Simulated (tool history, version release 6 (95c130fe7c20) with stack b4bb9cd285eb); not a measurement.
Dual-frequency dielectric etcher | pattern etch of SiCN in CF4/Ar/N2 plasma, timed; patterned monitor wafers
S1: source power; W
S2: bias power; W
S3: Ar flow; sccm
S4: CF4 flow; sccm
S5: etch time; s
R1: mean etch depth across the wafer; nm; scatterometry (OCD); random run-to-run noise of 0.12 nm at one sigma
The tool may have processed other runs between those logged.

run,hour,S1,S2,S3,S4,S5,R1
1,0.0,340,53,116,64,75.5,45.621
2,5.6,330,53,116,64,75.5,44.137
3,12.7,370,53,116,64,75.5,49.510
4,15.6,370,53,102,64,75.5,50.846
5,21.2,360,53,102,64,75.5,49.669
6,29.0,360,46,102,64,75.5,48.137
7,31.6,350,46,102,64,75.5,46.554

Predict the results of run 8:
8,39.8,340,46,102,64,75.5,?

{"run 8": {"R1": 44.908}}
